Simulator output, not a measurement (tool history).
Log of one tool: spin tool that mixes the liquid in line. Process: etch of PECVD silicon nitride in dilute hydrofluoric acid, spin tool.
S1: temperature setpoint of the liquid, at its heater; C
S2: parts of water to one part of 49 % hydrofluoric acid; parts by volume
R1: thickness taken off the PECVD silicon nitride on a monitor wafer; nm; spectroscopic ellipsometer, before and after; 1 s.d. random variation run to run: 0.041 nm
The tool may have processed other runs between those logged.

Run 1, day 0: S1 20 C, S2 50 parts by volume, time under the liquid (s) 285. Result: R1 8.8889 nm.
Run 2, day 0.342: S1 17 C, S2 50 parts by volume, time under the liquid (s) 285. Result: R1 7.2744 nm.
Run 3, day 0.375: S1 19 C, S2 50 parts by volume, time under the liquid (s) 285. Result: R1 8.3205 nm.
Run 4, day 0.529: S1 17 C, S2 50 parts by volume, time under the liquid (s) 285. Result: R1 7.4114 nm.
Run 5, day 0.554: S1 17 C, S2 40 parts by volume, time under the liquid (s) 285. Result: R1 9.1751 nm.
Run 6, day 0.883: S1 20.5 C, S2 40 parts by volume, time under the liquid (s) 285. Result: R1 11.646 nm.
Run 7, day 1.258: S1 20 C, S2 45 parts by volume, time under the liquid (s) 285. Result: R1 10.06 nm.
Run 8, day 1.567: S1 19.5 C, S2 45 parts by volume, time under the liquid (s) 285. Result: R1 9.6827 nm.
Run 9, day 1.917: S1 19 C, S2 45 parts by volume, time under the liquid (s) 285. Result: R1 9.4693 nm.

Run 10 has not been measured yet. What should we expect?
Run 10, day 2.192: S1 18 C, S2 55 parts by volume, time under the liquid (s) 285. Result: R1 ?.

{"run 10": {"R1": 7.1131}}

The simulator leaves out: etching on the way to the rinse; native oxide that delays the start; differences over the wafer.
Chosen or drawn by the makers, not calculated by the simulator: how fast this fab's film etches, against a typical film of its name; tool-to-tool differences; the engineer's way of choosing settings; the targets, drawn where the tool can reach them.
